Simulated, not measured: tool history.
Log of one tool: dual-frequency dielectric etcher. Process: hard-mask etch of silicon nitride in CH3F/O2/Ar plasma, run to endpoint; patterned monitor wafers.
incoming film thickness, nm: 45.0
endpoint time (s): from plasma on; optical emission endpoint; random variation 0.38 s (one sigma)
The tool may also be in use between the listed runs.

{"run": 1, "hour": 0.0, "source power (kW)": 0.48, "bias power (kW)": 0.086, "endpoint time (s)": 53.916}
{"run": 2, "hour": 6.0, "source power (kW)": 0.48, "bias power (kW)": 0.097, "endpoint time (s)": 50.567}
{"run": 3, "hour": 6.6, "source power (kW)": 0.54, "bias power (kW)": 0.097, "endpoint time (s)": 47.19}
{"run": 4, "hour": 9.9, "source power (kW)": 0.49, "bias power (kW)": 0.091, "endpoint time (s)": 51.763}
{"run": 5, "hour": 14.0, "source power (kW)": 0.45, "bias power (kW)": 0.086, "endpoint time (s)": 55.751}
{"run": 6, "hour": 21.0, "source power (kW)": 0.45, "bias power (kW)": 0.092, "endpoint time (s)": 53.983}

Run 7 comes next. What will it give?
{"run": 7, "hour": 28.0, "source power (kW)": 0.42, "bias power (kW)": 0.088, "endpoint time (s)": "?"}

{"run 7": {"endpoint time (s)": 56.919}}
